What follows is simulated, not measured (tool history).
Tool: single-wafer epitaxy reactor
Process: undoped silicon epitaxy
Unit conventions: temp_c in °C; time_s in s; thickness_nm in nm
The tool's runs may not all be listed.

run  hour  temp_c  time_s  thickness_nm
  1   0.0     660     488       111.040
  2   3.8     653     488        94.009
  3   9.6     661     488       114.760
  4  17.4     659     488       109.250
  5  19.1     655     488        99.380
  6  21.1     660     488       111.200
  7  25.0     648     486        82.618

Run 8 has not been measured yet. What should we expect?
  8  29.3     647     486             ?

Run 8 measured thickness_nm 80.810 nm.

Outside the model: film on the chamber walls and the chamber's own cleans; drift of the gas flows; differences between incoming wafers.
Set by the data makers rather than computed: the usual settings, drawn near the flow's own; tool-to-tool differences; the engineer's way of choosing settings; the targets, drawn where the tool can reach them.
